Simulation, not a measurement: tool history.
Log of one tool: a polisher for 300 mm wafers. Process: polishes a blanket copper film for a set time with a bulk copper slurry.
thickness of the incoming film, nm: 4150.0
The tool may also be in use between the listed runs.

run	day	flow of slurry (ml/min)	pressure of the wafer on the pad (psi)	speed of the pad under the wafer (cm/s)	abrasive content of the slurry	polishing time (s)	film removed (angstrom)
1	0	305	2.4	132	1	111	13239
2	0.108	305	2.8	132	1	111	15475
3	0.246	305	2.7	132	1	111	14947
4	0.508	305	2.6	132	1	111	14099
5	0.821	305	2.6	132	1	111	14314
6	1.171	305	2.5	132	1	111	13770

What does the tool deliver on the next run?
7	1.471	305	2.4	132	1	111	?

{"run 7": {"film removed (angstrom)": 13189}}

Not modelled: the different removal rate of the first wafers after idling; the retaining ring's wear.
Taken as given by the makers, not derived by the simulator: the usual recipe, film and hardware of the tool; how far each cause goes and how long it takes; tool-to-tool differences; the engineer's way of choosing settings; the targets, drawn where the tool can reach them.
